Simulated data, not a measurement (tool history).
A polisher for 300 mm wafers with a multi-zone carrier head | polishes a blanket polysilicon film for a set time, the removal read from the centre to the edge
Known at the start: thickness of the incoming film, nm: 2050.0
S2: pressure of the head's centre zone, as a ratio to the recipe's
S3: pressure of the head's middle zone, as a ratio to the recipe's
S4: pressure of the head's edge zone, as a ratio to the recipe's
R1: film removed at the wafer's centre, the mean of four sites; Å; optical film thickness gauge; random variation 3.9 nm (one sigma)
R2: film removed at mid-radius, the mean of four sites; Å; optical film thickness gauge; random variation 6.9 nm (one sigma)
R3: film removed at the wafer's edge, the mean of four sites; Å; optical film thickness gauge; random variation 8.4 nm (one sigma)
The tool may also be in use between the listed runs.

run 1 day=0.000 | flow_of_slurry_(ml/min)=180 S2=1.00 S3=1.00 S4=1.00 polishing_time_(s)=71 | R1=6489.3 R2=6465.7 R3=6728.2
run 2 day=0.271 | flow_of_slurry_(ml/min)=180 S2=0.93 S3=1.00 S4=1.00 polishing_time_(s)=71 | R1=6036.2 R2=6525.8 R3=6749.8
run 3 day=0.379 | flow_of_slurry_(ml/min)=175 S2=0.92 S3=1.01 S4=0.98 polishing_time_(s)=70 | R1=5826.7 R2=6402.9 R3=6489.9
run 4 day=0.675 | flow_of_slurry_(ml/min)=175 S2=0.88 S3=1.01 S4=0.98 polishing_time_(s)=70 | R1=5517.3 R2=6488.5 R3=6619.5
run 5 day=0.858 | flow_of_slurry_(ml/min)=175 S2=0.91 S3=1.01 S4=0.98 polishing_time_(s)=70 | R1=5697.0 R2=6372.1 R3=6550.6
run 6 day=1.112 | flow_of_slurry_(ml/min)=175 S2=0.87 S3=1.01 S4=0.98 polishing_time_(s)=70 | R1=5404.3 R2=6328.0 R3=6583.1
run 7 day=1.450 | flow_of_slurry_(ml/min)=175 S2=0.87 S3=1.01 S4=0.98 polishing_time_(s)=70 | R1=5455.4 R2=6365.6 R3=6500.7
-- day=1.496 slurry nozzle cleaned
run 8 day=1.496 | flow_of_slurry_(ml/min)=140 S2=0.86 S3=1.09 S4=0.88 polishing_time_(s)=67 | R1=5473.9 R2=6707.4 R3=6202.8

The next listed run, before its measurement:
run 9 day=1.762 | flow_of_slurry_(ml/min)=140 S2=0.86 S3=1.09 S4=0.87 polishing_time_(s)=66 | R1=? R2=? R3=?

{"run 9": {"R1": 5421.4, "R2": 6656.6, "R3": 6072.3}}
